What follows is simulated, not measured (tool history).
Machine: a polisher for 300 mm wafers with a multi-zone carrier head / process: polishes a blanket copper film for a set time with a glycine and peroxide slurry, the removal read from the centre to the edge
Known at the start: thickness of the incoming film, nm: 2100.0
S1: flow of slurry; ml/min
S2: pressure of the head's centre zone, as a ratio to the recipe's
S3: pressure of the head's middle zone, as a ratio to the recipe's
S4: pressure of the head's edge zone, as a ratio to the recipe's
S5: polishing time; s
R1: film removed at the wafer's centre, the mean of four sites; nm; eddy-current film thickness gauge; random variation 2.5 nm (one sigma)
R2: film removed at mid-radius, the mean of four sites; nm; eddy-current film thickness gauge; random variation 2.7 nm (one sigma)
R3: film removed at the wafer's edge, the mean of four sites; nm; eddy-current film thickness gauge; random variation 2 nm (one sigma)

run,hour,S1,S2,S3,S4,S5,R1,R2,R3
1,0,215,1,1,1,58,354.81,319.12,323.12
2,3.1,245,1,1,1,58,357.35,324.69,325.37
3,9.5,245,1,1,1,50,311.48,288.13,280.36
4,13.4,245,1.07,1,1,50,326.78,284.77,279.64
5,20.3,235,1,0.98,0.99,49,295.6,274.32,267.91
6,26.8,235,1,0.98,0.99,56,342,310.45,311.73
7,30.3,220,0.96,0.94,0.96,54,311.73,279.46,294.01
8,33.7,220,0.96,0.94,0.96,54,310.57,292,293.47

The next listed run, before its measurement:
9,39.1,210,0.93,0.91,0.94,53,?,?,?

Run 9 gave R1 298.23 nm, R2 273.48 nm, R3 283.1 nm.
